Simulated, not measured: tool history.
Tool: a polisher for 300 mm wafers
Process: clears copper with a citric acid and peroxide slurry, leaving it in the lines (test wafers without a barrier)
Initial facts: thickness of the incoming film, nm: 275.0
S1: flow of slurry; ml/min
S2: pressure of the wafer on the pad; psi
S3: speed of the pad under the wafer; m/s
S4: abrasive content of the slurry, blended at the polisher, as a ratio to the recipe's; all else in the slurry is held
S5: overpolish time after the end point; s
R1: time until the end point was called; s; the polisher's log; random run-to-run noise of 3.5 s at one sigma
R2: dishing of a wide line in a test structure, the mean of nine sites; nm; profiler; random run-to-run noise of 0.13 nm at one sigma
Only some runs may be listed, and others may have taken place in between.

run 1 day=0 | S1=135 S2=2 S3=1.3 S4=1 S5=20 | R1=139.03 R2=18.212
run 2 day=0.058 | S1=135 S2=1.8 S3=1.28 S4=1 S5=18 | R1=156.32 R2=15.217
run 3 day=0.379 | S1=135 S2=1.7 S3=1.28 S4=1 S5=16 | R1=166.89 R2=13.614
run 4 day=0.492 | S1=135 S2=1.6 S3=1.28 S4=1 S5=15 | R1=177.51 R2=12.505
run 5 day=0.604 | S1=135 S2=1.5 S3=1.28 S4=1 S5=14 | R1=186.17 R2=11.446
run 6 day=0.65 | S1=135 S2=1.4 S3=1.28 S4=1 S5=13 | R1=196.63 R2=10.146
run 7 day=0.704 | S1=135 S2=1.4 S3=1.28 S4=1 S5=13 | R1=198.42 R2=9.8803
run 8 day=0.996 | S1=135 S2=1.3 S3=1.28 S4=1 S5=13 | R1=211.2 R2=9.8902
run 9 day=1.262 | S1=135 S2=1.3 S3=1.28 S4=1 S5=12 | R1=210.36 R2=9.0476

Run 10 is up next; what results do you expect?
run 10 day=1.312 | S1=130 S2=1.2 S3=1.28 S4=1 S5=11 | R1=? R2=?

Run 10 produced R1 226.5 s, R2 7.9871 nm.
